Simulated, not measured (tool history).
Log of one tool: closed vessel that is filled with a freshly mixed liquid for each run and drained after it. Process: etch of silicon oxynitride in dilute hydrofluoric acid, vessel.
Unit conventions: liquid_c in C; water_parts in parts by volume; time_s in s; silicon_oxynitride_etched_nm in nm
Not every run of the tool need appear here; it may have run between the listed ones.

Run 1, hour 0.0: liquid_c 20.0 C, water_parts 110 parts by volume, time_s 2625 s. Result: silicon_oxynitride_etched_nm 34.922 nm.
Run 2, hour 4.8: liquid_c 21.5 C, water_parts 110 parts by volume, time_s 2625 s. Result: silicon_oxynitride_etched_nm 36.992 nm.
Run 3, hour 13.8: liquid_c 22.5 C, water_parts 110 parts by volume, time_s 2625 s. Result: silicon_oxynitride_etched_nm 39.615 nm.
Run 4, hour 18.0: liquid_c 22.5 C, water_parts 95 parts by volume, time_s 2625 s. Result: silicon_oxynitride_etched_nm 46.085 nm.
Run 5, hour 18.9: liquid_c 23.0 C, water_parts 95 parts by volume, time_s 2625 s. Result: silicon_oxynitride_etched_nm 47.763 nm.
Run 6, hour 21.5: liquid_c 23.5 C, water_parts 95 parts by volume, time_s 2625 s. Result: silicon_oxynitride_etched_nm 48.147 nm.
Run 7, hour 30.4: liquid_c 24.0 C, water_parts 95 parts by volume, time_s 2625 s. Result: silicon_oxynitride_etched_nm 49.187 nm.
Run 8, hour 36.3: liquid_c 24.5 C, water_parts 95 parts by volume, time_s 2625 s. Result: silicon_oxynitride_etched_nm 50.544 nm.

Run 9 has not been measured yet. What should we expect?
Run 9, hour 37.6: liquid_c 25.0 C, water_parts 95 parts by volume, time_s 2625 s. Result: silicon_oxynitride_etched_nm ?.

Run 9 came out at silicon_oxynitride_etched_nm 51.451 nm.

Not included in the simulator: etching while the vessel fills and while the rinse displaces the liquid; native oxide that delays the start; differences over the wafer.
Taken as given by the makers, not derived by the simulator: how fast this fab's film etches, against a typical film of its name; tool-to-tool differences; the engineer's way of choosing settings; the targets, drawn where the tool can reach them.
